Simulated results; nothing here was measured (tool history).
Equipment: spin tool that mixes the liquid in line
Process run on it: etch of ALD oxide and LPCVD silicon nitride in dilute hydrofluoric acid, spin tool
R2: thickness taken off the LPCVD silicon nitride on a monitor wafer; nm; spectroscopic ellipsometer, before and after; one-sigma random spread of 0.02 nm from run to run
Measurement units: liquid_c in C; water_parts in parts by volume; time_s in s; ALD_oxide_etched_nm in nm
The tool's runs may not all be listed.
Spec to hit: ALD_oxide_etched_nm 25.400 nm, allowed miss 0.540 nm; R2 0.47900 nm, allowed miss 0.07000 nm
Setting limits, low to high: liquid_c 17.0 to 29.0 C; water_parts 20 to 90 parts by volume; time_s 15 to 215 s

Run 1, hour 0.0: liquid_c 21.0 C, water_parts 50 parts by volume, time_s 110 s. Result: ALD_oxide_etched_nm 51.789 nm, R2 0.89396 nm.
Run 2, hour 6.3: liquid_c 20.0 C, water_parts 60 parts by volume, time_s 110 s. Result: ALD_oxide_etched_nm 40.716 nm, R2 0.73413 nm.
Run 3, hour 13.6: liquid_c 19.0 C, water_parts 65 parts by volume, time_s 110 s. Result: ALD_oxide_etched_nm 35.985 nm, R2 0.59617 nm.
Run 4, hour 20.1: liquid_c 19.5 C, water_parts 70 parts by volume, time_s 110 s. Result: ALD_oxide_etched_nm 33.522 nm, R2 0.54676 nm.
Run 5, hour 23.3: liquid_c 19.5 C, water_parts 70 parts by volume, time_s 90 s. Result: ALD_oxide_etched_nm 27.617 nm, R2 0.45748 nm.
Run 6, hour 26.3: liquid_c 19.5 C, water_parts 70 parts by volume, time_s 105 s. Result: ALD_oxide_etched_nm 32.405 nm, R2 0.58285 nm.
Run 7, hour 34.4: liquid_c 19.5 C, water_parts 70 parts by volume, time_s 105 s. Result: ALD_oxide_etched_nm 32.152 nm, R2 0.50801 nm.
Run 8, hour 35.2: liquid_c 19.0 C, water_parts 70 parts by volume, time_s 100 s. Result: ALD_oxide_etched_nm 30.496 nm, R2 0.51477 nm.
Run 9, hour 39.3: liquid_c 19.0 C, water_parts 75 parts by volume, time_s 100 s. Result: ALD_oxide_etched_nm 28.073 nm, R2 0.48556 nm.

Which of these 4 next moves meets every target?
Run A, hour 43.4: liquid_c 17.0 C, water_parts 75 parts by volume, time_s 95 s. Result: ALD_oxide_etched_nm ?, R2 ?.
Run B, hour 43.4: liquid_c 22.5 C, water_parts 85 parts by volume, time_s 85 s. Result: ALD_oxide_etched_nm ?, R2 ?.
Run C, hour 43.4: liquid_c 22.5 C, water_parts 90 parts by volume, time_s 95 s. Result: ALD_oxide_etched_nm ?, R2 ?.
Run D, hour 43.4: liquid_c 17.5 C, water_parts 75 parts by volume, time_s 90 s. Result: ALD_oxide_etched_nm ?, R2 ?.

move  ALD_oxide_etched_nm       R2
   A               24.343  0.38176
   B               23.976  0.44339
   C               25.161  0.46859
   D               23.566  0.37474
A: takes the result that was furthest off past its target
B: takes the result that was furthest off past its target
C: all results in spec
D: takes the result that was furthest off past its target
C is the move that brings every result within its allowed miss.

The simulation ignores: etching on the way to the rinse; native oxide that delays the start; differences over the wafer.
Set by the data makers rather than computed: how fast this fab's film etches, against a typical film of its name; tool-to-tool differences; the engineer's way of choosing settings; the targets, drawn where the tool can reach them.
